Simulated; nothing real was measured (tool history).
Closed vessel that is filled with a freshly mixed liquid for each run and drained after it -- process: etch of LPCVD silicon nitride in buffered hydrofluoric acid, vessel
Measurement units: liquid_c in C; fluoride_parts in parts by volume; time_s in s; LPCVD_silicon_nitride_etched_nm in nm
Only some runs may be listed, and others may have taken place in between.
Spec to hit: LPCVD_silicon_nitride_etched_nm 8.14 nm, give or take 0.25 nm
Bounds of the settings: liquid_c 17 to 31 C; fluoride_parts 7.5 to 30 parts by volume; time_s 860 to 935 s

| run | hour | liquid_c | fluoride_parts | time_s | LPCVD_silicon_nitride_etched_nm |
|---|---|---|---|---|---|
| 1 | 0 | 23 | 20.5 | 860 | 5.6472 |
| 2 | 2.5 | 25 | 20.5 | 860 | 6.1784 |
| 3 | 10.3 | 26.5 | 20.5 | 860 | 6.6593 |
| 4 | 13.4 | 26.5 | 20.5 | 860 | 6.6667 |
| 5 | 21.8 | 27.5 | 20.5 | 860 | 6.9846 |
| 6 | 30.2 | 27.5 | 20.5 | 860 | 6.9818 |
| 7 | 35.2 | 27.5 | 20.5 | 860 | 7.1381 |
| 8 | 41.2 | 28 | 20.5 | 860 | 7.2926 |
| 9 | 45.9 | 28.5 | 20.5 | 860 | 7.5802 |

Exactly one of the 4 candidate moves below puts every result within its allowed miss. Which one?
| A | 50.6 | 28 | 21 | 890 | ? |
| B | 50.6 | 29.5 | 21 | 890 | ? |
| C | 50.6 | 31 | 24 | 860 | ? |
| D | 50.6 | 28 | 20.5 | 905 | ? |

| move | LPCVD_silicon_nitride_etched_nm |
|---|---|
| A | 7.4618 |
| B | 8.0816 |
| C | 7.716 |
| D | 7.7138 |
A: misses by more than the last run did
B: meets every target
C: nearer than the last run, and not there yet
D: nearer than the last run, and not there yet
The right move is B.
